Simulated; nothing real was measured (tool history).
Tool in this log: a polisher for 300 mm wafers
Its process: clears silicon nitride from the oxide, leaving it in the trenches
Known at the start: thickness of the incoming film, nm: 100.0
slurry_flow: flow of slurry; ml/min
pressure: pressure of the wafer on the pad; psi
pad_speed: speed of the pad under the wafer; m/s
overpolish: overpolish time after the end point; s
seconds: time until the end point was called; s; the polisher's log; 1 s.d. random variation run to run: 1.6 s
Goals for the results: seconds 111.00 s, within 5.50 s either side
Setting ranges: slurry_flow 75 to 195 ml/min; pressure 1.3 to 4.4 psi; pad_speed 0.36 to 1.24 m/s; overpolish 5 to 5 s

run	hour	slurry_flow	pressure	pad_speed	overpolish	seconds
1	0.0	125	2.8	0.80	5	173.38
2	8.0	125	3.1	0.80	5	159.27
3	16.7	130	3.4	0.80	5	148.18
4	21.6	130	3.7	0.82	5	137.07
5	25.4	130	3.7	0.82	5	138.37
6	34.2	130	3.7	0.68	5	161.68
7	42.3	130	3.9	0.74	5	145.43
8	48.8	135	4.1	0.78	5	133.04
9	50.9	135	4.2	0.82	5	125.32

Exactly one of the 4 candidate moves below puts every result within its allowed miss. Which one?
A	53.0	125	4.1	0.72	5	?
B	53.0	150	3.9	0.96	5	?
C	53.0	165	3.5	0.76	5	?
D	53.0	135	4.4	0.66	5	?

move	seconds
A	147.14
B	111.27
C	148.54
D	149.25
A: moves away from the targets compared with the last run
B: every result lands within tolerance
C: moves away from the targets compared with the last run
D: moves away from the targets compared with the last run
Move B is the one to make.
